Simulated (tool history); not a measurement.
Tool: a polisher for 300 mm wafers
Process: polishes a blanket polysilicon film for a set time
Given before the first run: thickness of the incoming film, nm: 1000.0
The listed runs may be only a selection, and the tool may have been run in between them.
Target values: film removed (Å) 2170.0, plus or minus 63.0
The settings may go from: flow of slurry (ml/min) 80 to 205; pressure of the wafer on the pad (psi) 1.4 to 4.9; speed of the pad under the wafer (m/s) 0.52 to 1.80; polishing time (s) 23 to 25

run,hour,flow of slurry (ml/min),pressure of the wafer on the pad (psi),speed of the pad under the wafer (m/s),polishing time (s),film removed (Å)
1,0.0,135,3.1,1.16,25,2624.1
2,2.8,145,3.1,1.16,25,2659.0
3,3.4,145,3.1,1.06,25,2443.4
4,4.8,140,3.1,1.06,25,2415.3
5,12.0,155,3.1,1.06,25,2445.4
6,17.0,185,3.1,1.06,25,2530.5
7,17.6,180,3.0,1.06,25,2422.1
8,18.6,180,3.0,1.06,25,2438.0

Which single option among these 4 for the next run brings every result within its allowed miss of target? Just one does.
A,19.6,190,2.9,0.98,23,?
B,19.6,190,3.0,1.04,23,?
C,19.6,175,3.5,1.06,25,?
D,19.6,190,3.1,0.88,24,?

move,film removed (Å)
A,2037.5
B,2229.9
C,2839.5
D,2044.8
A: pushes the last run's worst result past its target
B: meets every target
C: lands further from the targets than the last run did
D: pushes the last run's worst result past its target
So the answer is move B, the one that meets all the targets.
